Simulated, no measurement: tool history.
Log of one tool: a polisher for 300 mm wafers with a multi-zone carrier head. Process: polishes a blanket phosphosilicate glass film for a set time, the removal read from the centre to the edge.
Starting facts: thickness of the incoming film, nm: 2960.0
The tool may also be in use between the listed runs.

run,hour,flow of slurry (ml/min),pressure of the head's centre zone,pressure of the head's middle zone,pressure of the head's edge zone,abrasive content of the slurry,polishing time (s),film removed at the wafer's centre (angstrom),film removed at mid-radius (angstrom),film removed at the wafer's edge (angstrom)
1,0.0,205,1.00,1.00,1.00,1.00,83,5083.3,4746.6,4594.3
2,0.6,205,1.08,1.00,1.00,1.00,83,5515.2,4758.4,4543.7
3,6.7,205,1.08,1.05,1.00,1.00,83,5546.9,4780.5,4723.2
4,8.3,195,1.04,1.04,1.01,0.90,77,4617.2,4072.1,4166.6
5,12.9,195,1.01,1.04,1.01,0.90,77,4463.6,4244.2,4151.0
6,18.4,195,1.01,1.04,0.95,0.90,77,4507.5,4165.4,3913.6

What will run 7 give?
7,22.4,150,0.91,0.96,0.93,0.65,62,?,?,?

film removed at the wafer's centre (angstrom): 2619.0
film removed at mid-radius (angstrom): 2570.4
film removed at the wafer's edge (angstrom): 2662.5
